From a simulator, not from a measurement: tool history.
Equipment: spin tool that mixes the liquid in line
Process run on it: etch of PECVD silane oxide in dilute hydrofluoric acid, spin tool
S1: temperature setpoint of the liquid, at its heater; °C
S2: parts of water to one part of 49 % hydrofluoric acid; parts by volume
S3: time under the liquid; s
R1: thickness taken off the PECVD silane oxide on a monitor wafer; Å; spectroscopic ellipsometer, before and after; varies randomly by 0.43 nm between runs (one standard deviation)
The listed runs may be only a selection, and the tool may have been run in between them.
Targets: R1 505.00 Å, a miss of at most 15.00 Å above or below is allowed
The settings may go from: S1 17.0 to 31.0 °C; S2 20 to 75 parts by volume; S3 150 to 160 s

run  hour    S1  S2   S3       R1
  1   0.0  23.0  45  150   599.39
  2   2.1  23.0  45  150   601.24
  3   5.3  23.0  35  150   773.11
  4   8.9  23.0  35  160   836.41
  5  10.9  25.5  35  160   927.16
  6  13.0  25.5  30  160  1067.10
  7  14.7  23.5  35  160   857.10
  8  16.6  22.0  40  160   688.49
  9  19.4  21.0  40  160   659.07
 10  23.1  20.0  40  160   639.68
 11  31.7  19.5  40  160   627.42
 12  36.9  19.0  40  160   614.41
 13  38.7  18.5  40  160   593.78
 14  44.2  18.5  40  160   595.94

4 next moves are on the table. One of them brings every result within its allowed miss. Which?
  A  49.7  18.0  50  160   ?
  B  49.7  18.0  45  155   ?
  C  49.7  18.5  35  150   ?
  D  49.7  18.0  30  160   ?

move      R1
   A  465.01
   B  503.40
   C  647.52
   D  792.98
A: takes the biggest miss from the last run beyond its target
B: meets every target
C: its largest miss is bigger than the last run's
D: its largest miss is bigger than the last run's
Correct choice: B, which meets every target

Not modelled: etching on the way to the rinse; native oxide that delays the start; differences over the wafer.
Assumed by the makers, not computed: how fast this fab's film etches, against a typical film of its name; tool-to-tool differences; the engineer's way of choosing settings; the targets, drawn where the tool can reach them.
